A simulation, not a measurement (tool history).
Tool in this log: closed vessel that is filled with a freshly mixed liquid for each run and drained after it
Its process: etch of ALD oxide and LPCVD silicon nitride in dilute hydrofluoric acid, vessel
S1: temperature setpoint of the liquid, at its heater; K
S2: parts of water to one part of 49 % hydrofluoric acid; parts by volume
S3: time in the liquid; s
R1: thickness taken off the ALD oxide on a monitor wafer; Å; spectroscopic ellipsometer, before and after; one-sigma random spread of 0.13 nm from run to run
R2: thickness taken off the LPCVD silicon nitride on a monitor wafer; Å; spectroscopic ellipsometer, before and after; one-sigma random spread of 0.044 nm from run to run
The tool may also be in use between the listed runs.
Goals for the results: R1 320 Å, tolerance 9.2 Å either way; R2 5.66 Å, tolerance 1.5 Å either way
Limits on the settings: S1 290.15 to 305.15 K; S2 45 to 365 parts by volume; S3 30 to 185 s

Run 1, hour 0: S1 297.15 K, S2 205 parts by volume, S3 95 s. Result: R1 112.17 Å, R2 3.1173 Å.
Run 2, hour 0.8: S1 297.65 K, S2 190 parts by volume, S3 95 s. Result: R1 125.13 Å, R2 3.252 Å.
Run 3, hour 4.6: S1 298.15 K, S2 175 parts by volume, S3 95 s. Result: R1 140.72 Å, R2 3.4778 Å.
Run 4, hour 7.9: S1 298.65 K, S2 165 parts by volume, S3 95 s. Result: R1 153.52 Å, R2 3.4562 Å.
Run 5, hour 13.5: S1 299.15 K, S2 155 parts by volume, S3 95 s. Result: R1 169.1 Å, R2 4.1789 Å.
Run 6, hour 22.5: S1 296.65 K, S2 155 parts by volume, S3 95 s. Result: R1 153.96 Å, R2 3.3656 Å.
Run 7, hour 28.5: S1 297.15 K, S2 145 parts by volume, S3 95 s. Result: R1 169.17 Å, R2 4.0154 Å.
Run 8, hour 30.7: S1 297.65 K, S2 140 parts by volume, S3 95 s. Result: R1 180.99 Å, R2 4.1286 Å.
Run 9, hour 37.1: S1 298.15 K, S2 135 parts by volume, S3 95 s. Result: R1 190.4 Å, R2 4.8082 Å.
Run 10, hour 45: S1 298.15 K, S2 130 parts by volume, S3 95 s. Result: R1 199.25 Å, R2 4.4171 Å.
Run 11, hour 53.5: S1 298.65 K, S2 125 parts by volume, S3 95 s. Result: R1 211.84 Å, R2 4.91 Å.
Run 12, hour 57.8: S1 301.15 K, S2 60 parts by volume, S3 95 s. Result: R1 530.17 Å, R2 13.15 Å.
Run 13, hour 61.3: S1 300.65 K, S2 60 parts by volume, S3 95 s. Result: R1 523.7 Å, R2 11.508 Å.
Run 14, hour 67.4: S1 300.15 K, S2 60 parts by volume, S3 95 s. Result: R1 511.97 Å, R2 10.602 Å.
Run 15, hour 68.3: S1 299.65 K, S2 60 parts by volume, S3 95 s. Result: R1 501.09 Å, R2 11.393 Å.
Run 16, hour 75.9: S1 298.65 K, S2 60 parts by volume, S3 95 s. Result: R1 484.32 Å, R2 9.722 Å.
Run 17, hour 79.8: S1 294.65 K, S2 120 parts by volume, S3 95 s. Result: R1 191.42 Å, R2 4.4769 Å.
Run 18, hour 84.6: S1 295.65 K, S2 120 parts by volume, S3 95 s. Result: R1 196.66 Å, R2 4.0417 Å.

Which of these 4 next moves meets every target?
Run A, hour 89.4: S1 294.15 K, S2 70 parts by volume, S3 85 s. Result: R1 ?, R2 ?.
Run B, hour 89.4: S1 293.65 K, S2 85 parts by volume, S3 105 s. Result: R1 ?, R2 ?.
Run C, hour 89.4: S1 290.65 K, S2 100 parts by volume, S3 155 s. Result: R1 ?, R2 ?.
Run D, hour 89.4: S1 292.65 K, S2 100 parts by volume, S3 135 s. Result: R1 ?, R2 ?.

move      R1      R2
   A  301.52   5.342
   B  295.19  5.2751
   C  321.53  5.4072
   D  304.36  5.4054
A: an improvement on the last run, though not all results are within tolerance
B: an improvement on the last run, though not all results are within tolerance
C: meets every target
D: an improvement on the last run, though not all results are within tolerance
Correct choice: C, which meets every target

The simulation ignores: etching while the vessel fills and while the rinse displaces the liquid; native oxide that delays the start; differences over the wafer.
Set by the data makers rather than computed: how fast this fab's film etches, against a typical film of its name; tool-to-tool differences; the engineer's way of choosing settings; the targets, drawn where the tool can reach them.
